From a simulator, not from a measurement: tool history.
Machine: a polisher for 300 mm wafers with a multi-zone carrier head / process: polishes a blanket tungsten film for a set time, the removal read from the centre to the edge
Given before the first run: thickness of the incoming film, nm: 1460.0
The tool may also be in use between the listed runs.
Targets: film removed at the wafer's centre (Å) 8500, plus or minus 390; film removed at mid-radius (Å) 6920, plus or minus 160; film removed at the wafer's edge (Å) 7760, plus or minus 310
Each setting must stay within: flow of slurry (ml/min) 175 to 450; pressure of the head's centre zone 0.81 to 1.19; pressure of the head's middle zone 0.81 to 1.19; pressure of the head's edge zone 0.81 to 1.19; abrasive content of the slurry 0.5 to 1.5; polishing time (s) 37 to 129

run,hour,flow of slurry (ml/min),pressure of the head's centre zone,pressure of the head's middle zone,pressure of the head's edge zone,abrasive content of the slurry,polishing time (s),film removed at the wafer's centre (Å),film removed at mid-radius (Å),film removed at the wafer's edge (Å)
1,0,290,1,1,1,1,83,6218.3,6031.3,5752.9
2,6.4,235,1,1,1,1,83,6272.8,6027.2,5622.9
3,10.4,260,1.03,0.98,1.05,1.15,85,6646.9,6275.4,6264.6
4,12.8,200,1.03,0.98,1.05,1.15,85,6503.3,6011.4,5949.5
5,15.4,175,1.03,0.98,1.05,1.15,85,6165.9,6039.9,5781.7
6,16.3,175,1.03,0.98,1.05,1.25,85,6597.5,6036.5,6040.7
7,16.9,225,1.05,0.99,1.07,1.3,85,7040.6,6434.3,6245.7
# hour 25.1: edge zone pressure recalibrated
8,25.1,265,1.06,0.97,1.1,1.35,86,7138,6537.3,7065.2
9,26.7,290,1.09,0.97,1.1,1.35,86,7444.3,6656,7216.4
10,31.1,305,1.12,0.97,1.1,1.35,86,7774.9,6647.8,6910.6
11,32.4,325,1.13,0.96,1.11,1.4,86,7861.4,6619.3,7136.6

Below are 5 possible settings for the next run. Only one of them brings all results inside the allowed miss of their targets. Which is it?
A,33.7,315,1.01,0.94,1.13,1.2,94,?,?,?
B,33.7,320,1.12,0.9,1.05,1.5,92,?,?,?
C,33.7,335,1.07,0.94,1.12,1.4,90,?,?,?
D,33.7,320,1.02,0.99,1.1,1.45,91,?,?,?
E,33.7,340,1.07,0.96,1.15,1.45,88,?,?,?

move,film removed at the wafer's centre (Å),film removed at mid-radius (Å),film removed at the wafer's edge (Å)
A,7577.1,6848.1,7715.5
B,8604.9,6812.9,7674.6
C,7978.1,6829.5,7651.7
D,7747.5,7243.4,7699.3
E,7877.2,6860.8,7651.6
A: brings the last run's worst result on target, with another outside its allowed miss
B: every result lands within tolerance
C: brings the last run's worst result on target, with another outside its allowed miss
D: brings the last run's worst result on target, with another outside its allowed miss
E: brings the last run's worst result on target, with another outside its allowed miss
Move B is the one to make.
